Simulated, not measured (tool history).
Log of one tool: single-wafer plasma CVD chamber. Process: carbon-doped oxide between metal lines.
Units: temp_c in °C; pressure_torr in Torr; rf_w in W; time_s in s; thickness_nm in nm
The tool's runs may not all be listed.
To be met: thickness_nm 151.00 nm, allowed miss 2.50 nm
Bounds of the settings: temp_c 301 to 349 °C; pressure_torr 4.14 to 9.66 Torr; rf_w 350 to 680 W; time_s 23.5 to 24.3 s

run,day,temp_c,pressure_torr,rf_w,time_s,thickness_nm
1,0.000,325,6.90,515,23.5,137.14
2,0.254,325,6.90,515,23.5,138.03
3,0.604,320,7.11,520,23.5,141.97
4,0.783,314,7.11,520,23.5,145.93
5,0.846,314,7.11,450,23.5,127.36
6,1.188,311,7.26,475,23.5,135.73
7,1.412,309,7.39,490,23.5,139.94
8,1.458,307,7.43,500,23.5,143.54
9,1.825,306,7.47,505,23.5,145.74
10,2.162,305,7.51,510,23.5,147.26

5 next moves are on the table. One of them brings every result within its allowed miss. Which?
A,2.500,301,8.09,470,24.3,?
B,2.500,302,6.27,525,23.5,?
C,2.500,305,7.50,495,23.7,?
D,2.500,303,8.05,520,24.3,?
E,2.500,305,7.90,505,23.5,?

move,thickness_nm
A,145.23
B,152.72
C,145.70
D,157.46
E,147.35
A: further off than the last run
B: meets every target
C: further off than the last run
D: takes the result that was furthest off past its target
E: as far off as the last run
The right move is B.
